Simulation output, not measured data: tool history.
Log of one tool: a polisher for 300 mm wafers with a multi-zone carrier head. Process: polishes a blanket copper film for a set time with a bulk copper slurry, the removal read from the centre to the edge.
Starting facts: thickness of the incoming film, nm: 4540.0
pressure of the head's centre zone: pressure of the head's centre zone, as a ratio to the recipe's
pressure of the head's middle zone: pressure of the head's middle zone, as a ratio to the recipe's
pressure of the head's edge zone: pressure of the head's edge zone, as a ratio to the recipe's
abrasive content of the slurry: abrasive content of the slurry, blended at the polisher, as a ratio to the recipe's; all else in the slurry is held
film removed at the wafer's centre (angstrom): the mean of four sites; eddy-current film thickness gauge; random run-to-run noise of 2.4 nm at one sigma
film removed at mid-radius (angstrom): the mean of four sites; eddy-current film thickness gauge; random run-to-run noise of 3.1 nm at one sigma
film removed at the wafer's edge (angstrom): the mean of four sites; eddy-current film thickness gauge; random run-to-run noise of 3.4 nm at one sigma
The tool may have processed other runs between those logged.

run  hour  flow of slurry (ml/min)  pressure of the head's centre zone  pressure of the head's middle zone  pressure of the head's edge zone  abrasive content of the slurry  polishing time (s)  film removed at the wafer's centre (angstrom)  film removed at mid-radius (angstrom)  film removed at the wafer's edge (angstrom)
  1     0                      125                                   1                                   1                                 1                               1                  38                                         1816.6                                   1831                                       1861.9
  2   7.8                      130                                1.02                                1.01                              1.02                             1.1                  39                                         2011.9                                 1942.8                                       1999.9
  3  16.3                      135                                1.03                                1.03                              1.04                            1.15                  39                                         2027.3                                 2059.4                                       2035.9
  4  23.1                      140                                1.05                                1.03                              1.06                             1.2                  40                                           2158                                 2091.9                                       2165.3
  5  26.9                      140                                1.05                                1.07                              1.06                             1.2                  40                                         2201.6                                 2151.5                                       2210.9
  6  35.4                      115                                1.05                                1.07                              1.06                             1.2                  40                                         2058.5                                 2072.8                                       2058.2
  7  38.6                      125                                1.07                                1.08                              1.07                            1.25                  40                                         2176.9                                 2146.4                                       2130.8
  8  42.2                      135                                1.08                                1.09                              1.08                             1.3                  40                                         2274.8                                 2217.4                                       2215.2
  9  48.6                      145                                1.09                                 1.1                              1.09                            1.35                  40                                         2333.8                                 2255.4                                       2227.7

Estimate the outcome of run 10 from the log above:
 10  51.3                      150                                 1.1                                 1.1                               1.1                            1.35                  40                                              ?                                      ?                                            ?

Run 10 measured film removed at the wafer's centre (angstrom) 2375.8, film removed at mid-radius (angstrom) 2319.3, film removed at the wafer's edge (angstrom) 2288.4.
